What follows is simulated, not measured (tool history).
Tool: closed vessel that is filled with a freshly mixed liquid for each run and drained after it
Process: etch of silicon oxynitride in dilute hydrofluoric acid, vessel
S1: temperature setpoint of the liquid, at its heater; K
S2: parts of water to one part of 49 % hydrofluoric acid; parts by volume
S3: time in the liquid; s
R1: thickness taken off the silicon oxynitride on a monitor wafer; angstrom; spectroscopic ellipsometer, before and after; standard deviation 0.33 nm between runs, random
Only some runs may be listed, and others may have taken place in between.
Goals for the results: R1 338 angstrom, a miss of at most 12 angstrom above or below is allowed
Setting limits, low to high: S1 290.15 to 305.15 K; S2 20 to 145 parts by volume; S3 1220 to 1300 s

run  hour      S1  S2    S3      R1
  1     0  297.15  80  1220  419.57
  2   5.1  296.15  80  1220  404.62
  3   8.2  296.15  80  1220  396.47
  4  17.5  296.15  80  1300  425.73
  5    21  296.15  80  1220  399.24
  6  28.8  296.15  60  1220  533.24
  7  35.6  296.15  60  1220  533.27
  8  39.3  294.65  65  1220  458.31

Which one of the following 5 next-run settings gets every result inside its allowed miss? There is exactly one.
  A    43  294.15  55  1300   ?
  B    43  292.15  70  1220   ?
  C    43  295.15  90  1250   ?
  D    43  294.65  95  1220   ?
  E    43  291.65  65  1220   ?

move      R1
   A   575.3
   B  379.75
   C  345.63
   D  310.74
   E  400.18
A: moves away from the targets compared with the last run
B: closes in on the targets versus the last run, not all within tolerance yet
C: meets every target
D: takes the result that was furthest off past its target
E: closes in on the targets versus the last run, not all within tolerance yet
C meets every target.
